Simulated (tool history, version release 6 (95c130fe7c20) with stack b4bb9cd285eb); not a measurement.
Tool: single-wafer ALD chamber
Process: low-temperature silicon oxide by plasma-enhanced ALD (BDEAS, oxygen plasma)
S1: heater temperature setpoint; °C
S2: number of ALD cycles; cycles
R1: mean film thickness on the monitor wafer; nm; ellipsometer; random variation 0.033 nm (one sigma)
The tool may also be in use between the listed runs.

run,hour,S1,S2,R1
1,0.0,95,65,8.7999
2,8.3,96,64,8.6006
3,14.4,91,64,8.8781
4,17.9,91,73,10.0930
5,21.3,84,73,10.3440
6,27.3,86,71,9.9502
7,35.9,88,70,9.7680

The next listed run, before its measurement:
8,43.0,100,60,?

R1: 8.0170 nm
